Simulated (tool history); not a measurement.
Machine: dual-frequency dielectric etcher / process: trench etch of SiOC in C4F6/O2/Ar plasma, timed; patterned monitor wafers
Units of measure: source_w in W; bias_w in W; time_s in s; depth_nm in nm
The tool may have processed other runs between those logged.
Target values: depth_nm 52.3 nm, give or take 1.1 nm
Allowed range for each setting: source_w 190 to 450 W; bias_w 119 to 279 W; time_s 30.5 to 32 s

run 1 day=0 | source_w=320 bias_w=199 time_s=30.5 | depth_nm=59.496
run 2 day=0.05 | source_w=320 bias_w=199 time_s=30.5 | depth_nm=59.373
run 3 day=0.096 | source_w=300 bias_w=196 time_s=30.5 | depth_nm=57.095
run 4 day=0.2 | source_w=300 bias_w=231 time_s=30.5 | depth_nm=60.16
run 5 day=0.288 | source_w=300 bias_w=203 time_s=30.5 | depth_nm=57.778
run 6 day=0.446 | source_w=290 bias_w=201 time_s=30.5 | depth_nm=56.626
run 7 day=0.642 | source_w=280 bias_w=200 time_s=30.5 | depth_nm=55.186
run 8 day=0.712 | source_w=270 bias_w=199 time_s=30.5 | depth_nm=53.877

Of the 5 settings listed for the next run, only one would bring every result within its allowed miss of target. Which one?
run A day=0.783 | source_w=280 bias_w=186 time_s=31 | depth_nm=?
run B day=0.783 | source_w=260 bias_w=205 time_s=31.5 | depth_nm=?
run C day=0.783 | source_w=260 bias_w=209 time_s=31 | depth_nm=?
run D day=0.783 | source_w=250 bias_w=205 time_s=30.5 | depth_nm=?
run E day=0.783 | source_w=260 bias_w=199 time_s=31.5 | depth_nm=?

move=A depth_nm=55.739
move=B depth_nm=55.472
move=C depth_nm=54.857
move=D depth_nm=52.421
move=E depth_nm=55.063
A: the biggest miss grows against the last run
B: the biggest miss grows against the last run
C: the biggest miss grows against the last run
D: hits every target within its allowed miss
E: the biggest miss grows against the last run
Answer: D

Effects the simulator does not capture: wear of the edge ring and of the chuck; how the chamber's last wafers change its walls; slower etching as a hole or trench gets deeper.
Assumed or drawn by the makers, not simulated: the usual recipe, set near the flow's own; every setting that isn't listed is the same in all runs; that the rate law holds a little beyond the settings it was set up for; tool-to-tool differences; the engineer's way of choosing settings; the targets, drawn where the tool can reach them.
